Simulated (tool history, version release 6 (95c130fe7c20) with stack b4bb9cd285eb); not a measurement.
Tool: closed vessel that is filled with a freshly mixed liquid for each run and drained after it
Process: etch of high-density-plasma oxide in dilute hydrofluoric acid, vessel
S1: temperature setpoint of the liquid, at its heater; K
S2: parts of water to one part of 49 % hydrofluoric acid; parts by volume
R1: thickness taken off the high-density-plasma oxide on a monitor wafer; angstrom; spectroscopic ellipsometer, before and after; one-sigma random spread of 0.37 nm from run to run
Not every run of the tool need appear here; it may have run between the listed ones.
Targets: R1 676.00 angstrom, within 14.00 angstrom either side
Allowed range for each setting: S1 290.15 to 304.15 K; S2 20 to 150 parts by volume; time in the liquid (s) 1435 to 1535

{"run": 1, "hour": 0.0, "S1": 296.15, "S2": 85, "time in the liquid (s)": 1435, "R1": 961.95}
{"run": 2, "hour": 5.2, "S1": 296.15, "S2": 85, "time in the liquid (s)": 1435, "R1": 956.81}
{"run": 3, "hour": 13.5, "S1": 296.15, "S2": 100, "time in the liquid (s)": 1435, "R1": 795.63}
{"run": 4, "hour": 18.8, "S1": 296.15, "S2": 100, "time in the liquid (s)": 1435, "R1": 802.17}
{"run": 5, "hour": 27.1, "S1": 296.15, "S2": 130, "time in the liquid (s)": 1435, "R1": 593.8}
{"run": 6, "hour": 34.9, "S1": 296.65, "S2": 130, "time in the liquid (s)": 1435, "R1": 608.29}
{"run": 7, "hour": 37.7, "S1": 297.15, "S2": 130, "time in the liquid (s)": 1435, "R1": 611.63}
{"hour": 43.1, "done": "thermometer replaced"}
{"run": 8, "hour": 43.1, "S1": 297.65, "S2": 130, "time in the liquid (s)": 1435, "R1": 596.66}
{"run": 9, "hour": 50.5, "S1": 298.15, "S2": 130, "time in the liquid (s)": 1435, "R1": 610.78}

Which of these 4 next moves meets every target?
{"run": "A", "hour": 57.9, "S1": 298.15, "S2": 120, "time in the liquid (s)": 1455, "R1": "?"}
{"run": "B", "hour": 57.9, "S1": 298.65, "S2": 150, "time in the liquid (s)": 1470, "R1": "?"}
{"run": "C", "hour": 57.9, "S1": 298.15, "S2": 150, "time in the liquid (s)": 1520, "R1": "?"}
{"run": "D", "hour": 57.9, "S1": 298.15, "S2": 130, "time in the liquid (s)": 1465, "R1": "?"}

move=A R1=682.18
move=B R1=542.10
move=C R1=550.06
move=D R1=626.40
A: every result lands within tolerance
B: its largest miss is bigger than the last run's
C: its largest miss is bigger than the last run's
D: nearer the targets than the last run, but a result is still out of spec
Answer: A
